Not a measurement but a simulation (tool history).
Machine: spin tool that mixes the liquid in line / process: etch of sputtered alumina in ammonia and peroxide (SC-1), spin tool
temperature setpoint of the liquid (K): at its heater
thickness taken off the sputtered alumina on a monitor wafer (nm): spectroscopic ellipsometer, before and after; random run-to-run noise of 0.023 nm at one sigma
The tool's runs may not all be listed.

| run | hour | temperature setpoint of the liquid (K) | parts of 29 % ammonia solution to one part of 30 % peroxide (parts by volume) | time under the liquid (s) | thickness taken off the sputtered alumina on a monitor wafer (nm) |
|---|---|---|---|---|---|
| 1 | 0.0 | 325.15 | 0.9 | 75 | 2.9605 |
| 2 | 4.2 | 327.15 | 0.9 | 75 | 3.2844 |
| 3 | 10.0 | 328.65 | 0.9 | 75 | 3.5750 |
| 4 | 14.5 | 331.15 | 0.9 | 75 | 4.0475 |
| 5 | 20.0 | 324.65 | 0.9 | 75 | 2.8678 |
| 6 | 20.6 | 326.65 | 0.9 | 75 | 3.1901 |
| 7 | 29.6 | 328.15 | 0.9 | 75 | 3.4896 |
| 8 | 33.0 | 329.15 | 0.9 | 75 | 3.6696 |
| 9 | 40.9 | 330.15 | 0.9 | 75 | 3.8463 |
| 10 | 44.5 | 331.15 | 0.9 | 75 | 4.0349 |

Predict the results of run 11:
| 11 | 50.6 | 331.65 | 0.9 | 75 | ? |

{"run 11": {"thickness taken off the sputtered alumina on a monitor wafer (nm)": 4.1258}}
